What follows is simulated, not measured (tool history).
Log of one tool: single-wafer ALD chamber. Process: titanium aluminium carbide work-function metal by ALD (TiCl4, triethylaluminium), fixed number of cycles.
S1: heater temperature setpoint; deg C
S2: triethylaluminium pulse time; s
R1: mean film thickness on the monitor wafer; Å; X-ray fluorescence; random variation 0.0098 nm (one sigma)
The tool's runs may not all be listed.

run 1 hour=0.0 | S1=300 S2=15.51 | R1=19.808
run 2 hour=7.6 | S1=296 S2=15.23 | R1=19.432
run 3 hour=12.8 | S1=293 S2=15.02 | R1=18.940
run 4 hour=18.7 | S1=292 S2=14.93 | R1=19.077
run 5 hour=25.1 | S1=290 S2=14.79 | R1=18.955
run 6 hour=33.5 | S1=290 S2=17.37 | R1=18.895
run 7 hour=38.1 | S1=288 S2=17.33 | R1=18.813

Run 8 comes next. What will it give?
run 8 hour=40.8 | S1=288 S2=17.33 | R1=?

R1: 18.796 Å
